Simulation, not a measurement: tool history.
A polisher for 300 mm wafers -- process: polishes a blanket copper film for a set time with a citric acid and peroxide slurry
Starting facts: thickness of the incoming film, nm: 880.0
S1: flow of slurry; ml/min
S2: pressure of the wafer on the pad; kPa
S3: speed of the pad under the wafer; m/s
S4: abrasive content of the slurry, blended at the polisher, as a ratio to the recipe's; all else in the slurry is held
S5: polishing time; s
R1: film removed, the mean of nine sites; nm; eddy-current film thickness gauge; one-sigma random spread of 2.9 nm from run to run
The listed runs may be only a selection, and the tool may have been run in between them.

run,hour,S1,S2,S3,S4,S5,R1
1,0.0,225,13.8,1.26,1.0,99,156.17
2,5.2,230,15.9,1.36,1.0,99,190.52
3,9.3,175,15.9,1.36,1.0,99,183.93
4,16.4,190,17.2,1.46,1.0,99,211.10
5,22.6,190,17.2,1.70,1.0,99,245.68
6,31.3,205,18.6,1.74,1.0,99,274.11
7,38.3,215,19.3,1.78,1.0,99,286.07

Forecast run 8:
8,41.7,215,21.4,1.92,1.0,99,?

R1: 332.83 nm
